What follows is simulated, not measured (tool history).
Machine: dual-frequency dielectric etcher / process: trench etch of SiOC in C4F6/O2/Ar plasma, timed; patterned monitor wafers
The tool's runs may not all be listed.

run,hour,source power (W),bias power (W),etch time (s),mean etch depth across the wafer (angstrom)
1,0.0,390,139,26.5,515.04
2,6.7,390,120,26.5,485.82
3,10.2,390,107,26.5,464.59
4,12.9,390,107,27.5,478.04
5,13.9,390,107,27.5,476.35
6,19.3,440,107,27.5,502.77
7,22.3,420,106,27.5,490.88
8,28.0,400,105,27.5,481.20
# hour 28.9: bias power generator calibrated
9,28.9,390,104,27.5,469.62

What will run 10 give?
10,33.8,380,104,27.5,?

mean etch depth across the wafer (angstrom): 465.51
